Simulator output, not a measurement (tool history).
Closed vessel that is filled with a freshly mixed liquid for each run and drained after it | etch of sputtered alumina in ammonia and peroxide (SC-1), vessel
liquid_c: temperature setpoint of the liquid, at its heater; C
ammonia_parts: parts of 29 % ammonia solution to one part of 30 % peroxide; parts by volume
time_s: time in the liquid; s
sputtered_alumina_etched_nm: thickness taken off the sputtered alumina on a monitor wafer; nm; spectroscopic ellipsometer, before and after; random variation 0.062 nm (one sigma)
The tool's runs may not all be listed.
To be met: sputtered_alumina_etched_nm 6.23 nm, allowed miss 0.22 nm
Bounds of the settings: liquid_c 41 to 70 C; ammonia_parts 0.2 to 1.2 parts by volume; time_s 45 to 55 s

run  hour  liquid_c  ammonia_parts  time_s  sputtered_alumina_etched_nm
  1     0        57           0.75      55                       4.5073
  2     2      50.5           0.75      55                       3.2654
  3     3      50.5           0.75      45                       2.6925
  4  10.8        44           0.75      45                       1.8293
  5  12.9        44            0.9      45                       1.8564
  6  22.2        41            0.9      45                       1.5896
  7  30.3        41            0.9      45                       1.5852
  8  38.1      45.5            0.9      45                       2.0313
  9  43.4      53.5              1      45                       3.1641
 10    46        56              1      45                       3.5847

Which of these 5 next moves meets every target?
  A  48.6        65              1      45                            ?
  B  48.6      62.5            0.8      55                            ?
  C  48.6      60.5              1      55                            ?
  D  48.6        61           1.05      55                            ?
  E  48.6        61           0.95      55                            ?

move  sputtered_alumina_etched_nm
   A                       5.7983
   B                       6.1229
   C                       5.6494
   D                       5.8223
   E                       5.7674
A: nearer than the last run, and not there yet
B: meets every target
C: nearer than the last run, and not there yet
D: nearer than the last run, and not there yet
E: nearer than the last run, and not there yet
The right move is B.

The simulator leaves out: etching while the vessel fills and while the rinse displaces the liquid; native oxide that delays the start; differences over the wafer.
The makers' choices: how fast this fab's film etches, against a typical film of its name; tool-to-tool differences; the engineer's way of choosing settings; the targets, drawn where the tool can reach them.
